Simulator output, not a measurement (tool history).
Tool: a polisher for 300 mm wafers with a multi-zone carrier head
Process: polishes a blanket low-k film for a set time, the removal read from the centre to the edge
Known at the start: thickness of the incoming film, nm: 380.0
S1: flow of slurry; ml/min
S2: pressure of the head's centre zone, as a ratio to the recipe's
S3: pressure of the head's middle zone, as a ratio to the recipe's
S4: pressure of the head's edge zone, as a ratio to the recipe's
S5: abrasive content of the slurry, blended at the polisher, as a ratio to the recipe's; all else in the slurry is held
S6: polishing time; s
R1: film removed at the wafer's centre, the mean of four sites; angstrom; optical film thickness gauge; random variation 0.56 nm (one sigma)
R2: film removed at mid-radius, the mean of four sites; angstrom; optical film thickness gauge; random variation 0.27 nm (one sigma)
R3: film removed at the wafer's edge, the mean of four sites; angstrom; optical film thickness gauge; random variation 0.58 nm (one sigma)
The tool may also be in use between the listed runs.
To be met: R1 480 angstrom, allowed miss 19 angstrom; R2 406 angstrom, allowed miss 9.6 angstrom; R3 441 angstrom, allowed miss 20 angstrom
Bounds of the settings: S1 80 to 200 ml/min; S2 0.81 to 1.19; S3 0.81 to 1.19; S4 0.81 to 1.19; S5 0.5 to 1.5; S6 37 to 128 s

{"run": 1, "day": 0.0, "S1": 130, "S2": 1, "S3": 1, "S4": 1, "S5": 1, "S6": 82, "R1": 279.29, "R2": 270.31, "R3": 271.59}
{"run": 2, "day": 0.188, "S1": 130, "S2": 1, "S3": 1, "S4": 0.93, "S5": 1, "S6": 82, "R1": 279.42, "R2": 270.84, "R3": 265.51}
{"run": 3, "day": 0.312, "S1": 135, "S2": 1.02, "S3": 0.99, "S4": 0.98, "S5": 1.1, "S6": 85, "R1": 311.8, "R2": 291.44, "R3": 289.55}
{"run": 4, "day": 0.467, "S1": 135, "S2": 1.02, "S3": 0.99, "S4": 1.03, "S5": 1.1, "S6": 85, "R1": 317.46, "R2": 291.01, "R3": 294.71}
{"run": 5, "day": 0.779, "S1": 135, "S2": 1.02, "S3": 0.98, "S4": 1.06, "S5": 1.2, "S6": 89, "R1": 331.98, "R2": 313.12, "R3": 327.02}
{"run": 6, "day": 0.888, "S1": 140, "S2": 1.04, "S3": 0.98, "S4": 1.08, "S5": 1.25, "S6": 92, "R1": 367.09, "R2": 333.69, "R3": 351.49}
{"run": 7, "day": 1.121, "S1": 145, "S2": 1.05, "S3": 0.98, "S4": 1.1, "S5": 1.3, "S6": 93, "R1": 373.44, "R2": 339.17, "R3": 360.45}
{"run": 8, "day": 1.425, "S1": 145, "S2": 1.07, "S3": 0.98, "S4": 1.11, "S5": 1.35, "S6": 95, "R1": 398.53, "R2": 351.59, "R3": 376.71}

Which of these 5 next moves meets every target?
{"run": "A", "day": 1.729, "S1": 170, "S2": 0.98, "S3": 0.82, "S4": 1.19, "S5": 1.05, "S6": 125, "R1": "?", "R2": "?", "R3": "?"}
{"run": "B", "day": 1.729, "S1": 200, "S2": 1.14, "S3": 0.88, "S4": 1.14, "S5": 1.3, "S6": 106, "R1": "?", "R2": "?", "R3": "?"}
{"run": "C", "day": 1.729, "S1": 125, "S2": 1.03, "S3": 0.9, "S4": 1.15, "S5": 1.5, "S6": 107, "R1": "?", "R2": "?", "R3": "?"}
{"run": "D", "day": 1.729, "S1": 125, "S2": 1.09, "S3": 0.95, "S4": 1.08, "S5": 1.5, "S6": 111, "R1": "?", "R2": "?", "R3": "?"}
{"run": "E", "day": 1.729, "S1": 120, "S2": 0.9, "S3": 0.81, "S4": 1.19, "S5": 1.5, "S6": 120, "R1": "?", "R2": "?", "R3": "?"}

move=A R1=453.66 R2=375.84 R3=468.14
move=B R1=498.23 R2=371.72 R3=427.58
move=C R1=441.43 R2=374.28 R3=433.4
move=D R1=484.96 R2=404.13 R3=435.19
move=E R1=428.52 R2=386.33 R3=492.95
A: nearer than the last run, and not there yet
B: nearer than the last run, and not there yet
C: nearer than the last run, and not there yet
D: meets every target
E: nearer than the last run, and not there yet
Answer: D
